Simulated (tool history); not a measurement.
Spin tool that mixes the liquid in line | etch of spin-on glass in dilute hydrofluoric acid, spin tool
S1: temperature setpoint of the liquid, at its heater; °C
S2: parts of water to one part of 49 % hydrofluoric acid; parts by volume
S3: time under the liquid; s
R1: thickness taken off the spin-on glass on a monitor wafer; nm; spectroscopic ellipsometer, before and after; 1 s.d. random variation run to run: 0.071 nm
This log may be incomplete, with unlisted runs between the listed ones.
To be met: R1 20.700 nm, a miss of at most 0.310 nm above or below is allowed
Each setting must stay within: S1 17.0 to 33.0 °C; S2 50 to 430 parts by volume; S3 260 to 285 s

run 1 hour=0.0 | S1=25.0 S2=240 S3=260 | R1=33.675
run 2 hour=4.7 | S1=23.0 S2=250 S3=260 | R1=29.882
run 3 hour=13.3 | S1=21.5 S2=260 S3=260 | R1=26.884
run 4 hour=14.9 | S1=21.5 S2=225 S3=260 | R1=32.130
run 5 hour=22.0 | S1=20.5 S2=240 S3=260 | R1=28.631
run 6 hour=26.8 | S1=20.5 S2=155 S3=260 | R1=48.397
run 7 hour=35.1 | S1=19.5 S2=185 S3=260 | R1=37.792
run 8 hour=41.6 | S1=19.0 S2=205 S3=260 | R1=32.857
run 9 hour=43.6 | S1=19.0 S2=205 S3=260 | R1=32.657
run 10 hour=49.1 | S1=18.5 S2=220 S3=260 | R1=29.724
run 11 hour=53.7 | S1=18.0 S2=235 S3=260 | R1=26.916
run 12 hour=61.0 | S1=17.0 S2=285 S3=260 | R1=20.348

Next run, 4 choices. One meets every target within its allowed miss, the rest don't. Which?
run A hour=68.3 | S1=17.5 S2=290 S3=265 | R1=?
run B hour=68.3 | S1=18.5 S2=300 S3=260 | R1=?
run C hour=68.3 | S1=17.0 S2=300 S3=275 | R1=?
run D hour=68.3 | S1=18.0 S2=295 S3=260 | R1=?

move=A R1=20.664
move=B R1=20.174
move=C R1=20.170
move=D R1=20.223
A: meets every target
B: lands further from the targets than the last run did
C: lands further from the targets than the last run did
D: lands further from the targets than the last run did
A meets every target.
